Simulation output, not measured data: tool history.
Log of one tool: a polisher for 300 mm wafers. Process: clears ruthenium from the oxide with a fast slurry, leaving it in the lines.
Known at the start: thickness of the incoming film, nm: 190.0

run	hour	flow of slurry (ml/min)	pressure of the wafer on the pad (kPa)	speed of the pad under the wafer (m/s)	abrasive content of the slurry	overpolish time after the end point (s)	time until the end point was called (s)	dishing of a wide line in a test structure (angstrom)
1	0.0	175	12.4	0.78	1.00	12	113.740	182.94
2	7.3	190	12.4	0.78	1.00	12	114.020	186.49
3	10.4	190	13.1	0.78	1.00	13	108.290	208.85
4	15.3	190	13.8	0.78	1.00	14	98.829	235.55
5	17.3	190	13.8	0.78	1.15	14	93.638	250.52
6	26.2	190	11.7	0.78	1.15	14	110.170	214.23
7	33.9	190	12.4	0.78	1.15	15	110.190	247.75

The next listed run, before its measurement:
8	38.7	215	15.9	0.80	1.15	14	?	?

Run 8 gave time until the end point was called (s) 79.328, dishing of a wide line in a test structure (angstrom) 289.75.
